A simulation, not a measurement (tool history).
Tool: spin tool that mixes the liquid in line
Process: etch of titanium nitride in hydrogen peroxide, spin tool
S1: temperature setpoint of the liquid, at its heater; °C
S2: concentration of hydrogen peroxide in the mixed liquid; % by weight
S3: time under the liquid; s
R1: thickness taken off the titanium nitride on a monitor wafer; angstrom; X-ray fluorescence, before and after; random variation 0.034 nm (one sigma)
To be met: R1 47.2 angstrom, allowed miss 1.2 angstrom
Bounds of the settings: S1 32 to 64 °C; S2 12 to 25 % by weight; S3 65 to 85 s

| run | hour | S1 | S2 | S3 | R1 |
|---|---|---|---|---|---|
| 1 | 0 | 48 | 17 | 85 | 35.494 |
| 2 | 4.6 | 48 | 20.5 | 85 | 36.676 |
| 3 | 13.4 | 48 | 23 | 85 | 37.075 |
| 4 | 22 | 48 | 20.5 | 85 | 36.083 |
| 5 | 26.3 | 49 | 20.5 | 85 | 39.174 |
| 6 | 30.1 | 49.5 | 20.5 | 85 | 39.863 |
| 7 | 38.8 | 49.5 | 20.5 | 85 | 40.854 |
| 8 | 42.7 | 50 | 20.5 | 85 | 41.848 |
| 9 | 49.1 | 50.5 | 20.5 | 85 | 43.333 |
| 10 | 56.7 | 51 | 20.5 | 85 | 44.474 |

5 next moves are on the table. One of them brings every result within its allowed miss. Which?
| A | 64.3 | 50 | 21 | 85 | ? |
| B | 64.3 | 50.5 | 24 | 85 | ? |
| C | 64.3 | 50.5 | 19 | 85 | ? |
| D | 64.3 | 51.5 | 20.5 | 85 | ? |
| E | 64.3 | 51.5 | 18 | 80 | ? |

| move | R1 |
|---|---|
| A | 41.68 |
| B | 44.471 |
| C | 42.297 |
| D | 46.188 |
| E | 42.283 |
A: further off than the last run
B: as far off as the last run
C: further off than the last run
D: meets every target
E: further off than the last run
Move D is the one to make.
